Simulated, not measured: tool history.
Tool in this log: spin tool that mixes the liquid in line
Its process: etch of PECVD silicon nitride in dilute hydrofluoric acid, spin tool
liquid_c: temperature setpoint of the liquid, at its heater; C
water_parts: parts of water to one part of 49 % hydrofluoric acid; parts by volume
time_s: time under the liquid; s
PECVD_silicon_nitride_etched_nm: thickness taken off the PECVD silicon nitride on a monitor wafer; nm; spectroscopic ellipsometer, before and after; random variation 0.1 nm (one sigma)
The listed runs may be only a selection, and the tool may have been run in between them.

run    day  liquid_c  water_parts  time_s  PECVD_silicon_nitride_etched_nm
  1  0.000      21.0          235     260                           4.3087
  2  0.133      22.0          230     260                           4.5116
  3  0.438      23.0          220     260                           5.1210
  4  0.517      24.0          215     260                           5.5957
  5  0.854      24.0          215     260                           5.5275
  6  0.975      24.5          210     260                           5.9393
  7  1.208      25.0          210     260                           6.0559
  8  1.504      25.5          205     260                           6.4441

Run 9 has not been measured yet. What should we expect?
  9  1.558      25.5          205     260                                ?

For run 9 the tool returned PECVD_silicon_nitride_etched_nm 6.4701 nm.
